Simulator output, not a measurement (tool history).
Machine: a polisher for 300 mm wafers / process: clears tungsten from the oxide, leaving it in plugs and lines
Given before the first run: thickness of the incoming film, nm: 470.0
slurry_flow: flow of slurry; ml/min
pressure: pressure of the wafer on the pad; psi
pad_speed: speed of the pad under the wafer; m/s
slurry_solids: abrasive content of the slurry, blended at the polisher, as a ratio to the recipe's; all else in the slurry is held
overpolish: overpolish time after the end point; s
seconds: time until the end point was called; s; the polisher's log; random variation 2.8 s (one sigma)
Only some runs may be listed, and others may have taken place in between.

run	hour	slurry_flow	pressure	pad_speed	slurry_solids	overpolish	seconds
1	0	300	4.1	1.38	1	19	62.45
2	8.5	300	3.5	1.26	1	19	78.881
3	16.8	300	3.1	1.16	1	19	96
4	22.8	300	4.1	1.16	1	19	73.347
5	31.4	300	3.5	1.1	1	19	88.863
6	38.9	300	2.8	1.1	1	19	110.23
7	45.4	300	2.6	1.08	1	19	123.89
8	54.4	300	2.6	1.08	1	19	124.07

For run 9, what comes out?
9	59.7	300	2.5	1.08	1	19	?

Run 9 yielded seconds 127.81 s.
